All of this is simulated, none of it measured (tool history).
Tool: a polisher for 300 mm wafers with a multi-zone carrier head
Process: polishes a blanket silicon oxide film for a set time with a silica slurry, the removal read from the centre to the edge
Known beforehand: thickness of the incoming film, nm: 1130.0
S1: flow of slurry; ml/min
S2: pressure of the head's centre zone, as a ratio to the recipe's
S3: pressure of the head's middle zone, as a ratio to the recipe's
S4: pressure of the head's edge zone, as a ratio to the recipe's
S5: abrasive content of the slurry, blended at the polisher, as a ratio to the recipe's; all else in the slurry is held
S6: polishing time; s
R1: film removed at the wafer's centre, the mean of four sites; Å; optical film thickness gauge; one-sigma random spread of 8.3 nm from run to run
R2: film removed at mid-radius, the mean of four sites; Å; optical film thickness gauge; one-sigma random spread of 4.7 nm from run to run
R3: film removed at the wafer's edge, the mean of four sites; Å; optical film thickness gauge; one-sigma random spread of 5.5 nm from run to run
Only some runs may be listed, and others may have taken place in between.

run  hour   S1    S2    S3    S4    S5   S6      R1      R2      R3
  1   0.0  145  1.00  1.00  1.00  1.00   89  3331.9  3251.1  3357.7
  2   0.6  160  1.05  1.04  1.03  1.15   91  3927.4  3738.8  3771.5
  3   4.9  160  1.05  1.04  1.03  1.15  107  4534.2  4387.9  4421.3
  4   7.1  170  1.09  1.07  1.04  1.20  107  4964.2  4645.8  4557.1
  5  13.6  145  1.09  1.07  1.04  1.20  107  4836.1  4544.3  4533.8
  6  17.3  145  1.17  1.07  1.04  1.20  107  5125.5  4519.7  4586.1
  7  19.5  155  1.18  1.10  1.05  1.25  107  5377.8  4746.4  4693.4

Run 8, settings as shown, results not yet in. Your forecast:
  8  28.0  160  1.18  1.12  1.06  1.25  107   ?   ?   ?

Run 8 yielded R1 5358.7 Å, R2 4746.7 Å, R3 4662.6 Å.
